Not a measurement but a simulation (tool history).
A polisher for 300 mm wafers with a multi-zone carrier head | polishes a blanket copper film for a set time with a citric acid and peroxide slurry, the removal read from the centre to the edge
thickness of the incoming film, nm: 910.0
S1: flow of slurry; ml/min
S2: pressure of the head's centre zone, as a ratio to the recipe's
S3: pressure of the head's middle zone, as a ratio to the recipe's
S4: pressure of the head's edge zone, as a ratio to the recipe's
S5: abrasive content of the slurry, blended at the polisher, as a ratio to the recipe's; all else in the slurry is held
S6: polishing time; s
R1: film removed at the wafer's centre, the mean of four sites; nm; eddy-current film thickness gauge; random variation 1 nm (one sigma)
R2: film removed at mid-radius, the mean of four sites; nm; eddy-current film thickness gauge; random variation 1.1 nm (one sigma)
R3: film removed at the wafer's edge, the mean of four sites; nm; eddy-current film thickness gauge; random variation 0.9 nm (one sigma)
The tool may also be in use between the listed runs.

Run 1, day 0: S1 190 ml/min, S2 1, S3 1, S4 1, S5 1, S6 45 s. Result: R1 60.954 nm, R2 61.168 nm, R3 62.242 nm.
Run 2, day 0.217: S1 195 ml/min, S2 1.02, S3 1.01, S4 1.04, S5 1.15, S6 47 s. Result: R1 68.95 nm, R2 66.663 nm, R3 70.236 nm.
Run 3, day 0.425: S1 195 ml/min, S2 1.02, S3 1.01, S4 1.04, S5 1.25, S6 47 s. Result: R1 68.69 nm, R2 66.502 nm, R3 70.03 nm.
Run 4, day 0.696: S1 205 ml/min, S2 1.04, S3 1.04, S4 1.08, S5 1.3, S6 48 s. Result: R1 74.383 nm, R2 72.285 nm, R3 74.444 nm.
Run 5, day 0.775: S1 205 ml/min, S2 0.97, S3 1.04, S4 1.08, S5 1.3, S6 48 s. Result: R1 70.737 nm, R2 70.906 nm, R3 75.44 nm.
Run 6, day 1.154: S1 205 ml/min, S2 0.97, S3 0.97, S4 1.08, S5 1.3, S6 48 s. Result: R1 70.099 nm, R2 67.429 nm, R3 74.813 nm.
Run 7, day 1.204: S1 215 ml/min, S2 0.99, S3 1, S4 1.1, S5 1.35, S6 49 s. Result: R1 72.616 nm, R2 71.533 nm, R3 77.557 nm.
Run 8, day 1.317: S1 215 ml/min, S2 1.01, S3 1.01, S4 1.1, S5 1.4, S6 50 s. Result: R1 75.903 nm, R2 75.576 nm, R3 78.85 nm.

Run 9 comes next. What will it give?
Run 9, day 1.558: S1 210 ml/min, S2 1.03, S3 1, S4 1.12, S5 1.4, S6 51 s. Result: R1 ?, R2 ?, R3 ?.

Run 9 gave R1 80.115 nm, R2 77.739 nm, R3 81.06 nm.

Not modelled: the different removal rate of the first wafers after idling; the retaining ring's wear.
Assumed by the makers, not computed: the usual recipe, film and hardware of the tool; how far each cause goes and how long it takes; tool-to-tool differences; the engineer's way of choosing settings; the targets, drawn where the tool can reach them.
